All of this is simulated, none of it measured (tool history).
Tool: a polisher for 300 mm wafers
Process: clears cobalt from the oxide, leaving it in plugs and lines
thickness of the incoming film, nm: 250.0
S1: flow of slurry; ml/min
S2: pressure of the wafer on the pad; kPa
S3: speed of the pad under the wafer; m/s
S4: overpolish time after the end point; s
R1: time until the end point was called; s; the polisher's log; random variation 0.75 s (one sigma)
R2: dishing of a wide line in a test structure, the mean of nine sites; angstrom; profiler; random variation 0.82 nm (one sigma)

{"run": 1, "day": 0.0, "S1": 215, "S2": 10.3, "S3": 1.08, "S4": 22, "R1": 55.368, "R2": 542.74}
{"run": 2, "day": 0.121, "S1": 215, "S2": 9.7, "S3": 1.08, "S4": 22, "R1": 58.975, "R2": 538.59}
{"run": 3, "day": 0.471, "S1": 215, "S2": 9.0, "S3": 1.08, "S4": 22, "R1": 62.059, "R2": 512.21}
{"run": 4, "day": 0.612, "S1": 215, "S2": 8.3, "S3": 1.08, "S4": 22, "R1": 65.875, "R2": 510.63}
{"run": 5, "day": 0.642, "S1": 205, "S2": 6.2, "S3": 1.08, "S4": 23, "R1": 79.329, "R2": 455.82}
{"run": 6, "day": 0.708, "S1": 200, "S2": 5.5, "S3": 1.08, "S4": 26, "R1": 86.765, "R2": 482.43}
{"run": 7, "day": 0.788, "S1": 195, "S2": 5.5, "S3": 1.08, "S4": 26, "R1": 85.712, "R2": 475.25}
{"run": 8, "day": 0.992, "S1": 190, "S2": 5.5, "S3": 1.08, "S4": 26, "R1": 85.975, "R2": 485.76}
{"run": 9, "day": 1.1, "S1": 190, "S2": 4.8, "S3": 1.08, "S4": 25, "R1": 93.668, "R2": 433.96}
{"run": 10, "day": 1.233, "S1": 195, "S2": 4.8, "S3": 1.08, "S4": 25, "R1": 91.605, "R2": 450.52}

The next listed run, before its measurement:
{"run": 11, "day": 1.504, "S1": 205, "S2": 4.8, "S3": 1.08, "S4": 25, "R1": "?", "R2": "?"}

R1: 90.870 s
R2: 453.08 angstrom

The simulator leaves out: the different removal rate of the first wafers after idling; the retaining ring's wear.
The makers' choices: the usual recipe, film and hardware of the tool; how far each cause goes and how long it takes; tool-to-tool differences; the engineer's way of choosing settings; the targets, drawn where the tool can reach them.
